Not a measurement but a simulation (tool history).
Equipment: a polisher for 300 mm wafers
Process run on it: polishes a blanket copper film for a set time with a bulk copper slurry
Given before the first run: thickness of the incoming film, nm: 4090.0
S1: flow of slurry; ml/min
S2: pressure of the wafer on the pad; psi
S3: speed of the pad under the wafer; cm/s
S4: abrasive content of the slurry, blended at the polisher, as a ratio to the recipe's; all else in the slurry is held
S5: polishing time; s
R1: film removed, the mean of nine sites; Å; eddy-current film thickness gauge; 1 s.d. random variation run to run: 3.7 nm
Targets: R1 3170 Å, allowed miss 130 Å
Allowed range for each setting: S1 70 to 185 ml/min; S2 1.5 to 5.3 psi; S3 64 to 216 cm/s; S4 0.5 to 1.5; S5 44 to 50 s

run	hour	S1	S2	S3	S4	S5	R1
1	0	120	3.4	140	1	50	6023.5
2	6	120	3	138	1	50	5248.1
3	6.9	95	3	138	1	50	5110.9
4	9.2	95	3	138	0.9	50	4914.1
5	12	95	2.7	138	0.9	50	4377
6	18.3	95	2.5	138	0.9	50	4119.3
7	21.5	95	2.3	138	0.9	50	3872
8	24.6	95	2.2	138	0.9	50	3705.1
9	31.4	90	1.7	136	0.9	50	2790.1
10	34.2	95	1.7	136	0.9	50	2874.6
11	37.3	100	1.8	136	0.9	50	3027.7

Consider the 4 candidate settings below. Which is the only one whose results all fall within their allowed miss of target?
A	40.4	105	2	142	0.8	50	?
B	40.4	105	1.8	160	0.95	50	?
C	40.4	140	2.7	92	0.75	50	?
D	40.4	150	2	104	0.95	50	?

move	R1
A	3502.7
B	3639.1
C	3247.1
D	2862.8
A: pushes the last run's worst result past its target
B: pushes the last run's worst result past its target
C: all results in spec
D: the biggest miss grows against the last run
Move C is the one to make.
